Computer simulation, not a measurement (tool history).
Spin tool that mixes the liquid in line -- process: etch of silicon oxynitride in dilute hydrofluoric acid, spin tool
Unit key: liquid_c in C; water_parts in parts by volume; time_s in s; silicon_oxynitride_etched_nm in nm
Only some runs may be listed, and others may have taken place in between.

| run | hour | liquid_c | water_parts | time_s | silicon_oxynitride_etched_nm |
|---|---|---|---|---|---|
| 1 | 0 | 20 | 90 | 300 | 3.6792 |
| 2 | 6.5 | 20 | 90 | 320 | 3.9662 |
| 3 | 8.6 | 21 | 90 | 320 | 4.1131 |
| 4 | 11.4 | 17.5 | 90 | 320 | 3.4059 |
| 5 | 20 | 18.5 | 90 | 320 | 3.628 |
| 6 | 26.9 | 22 | 90 | 320 | 4.3367 |
| 7 | 28.1 | 22.5 | 90 | 320 | 4.4564 |

For run 8, what comes out?
| 8 | 32.7 | 22.5 | 90 | 320 | ? |

{"run 8": {"silicon_oxynitride_etched_nm": 4.4956}}
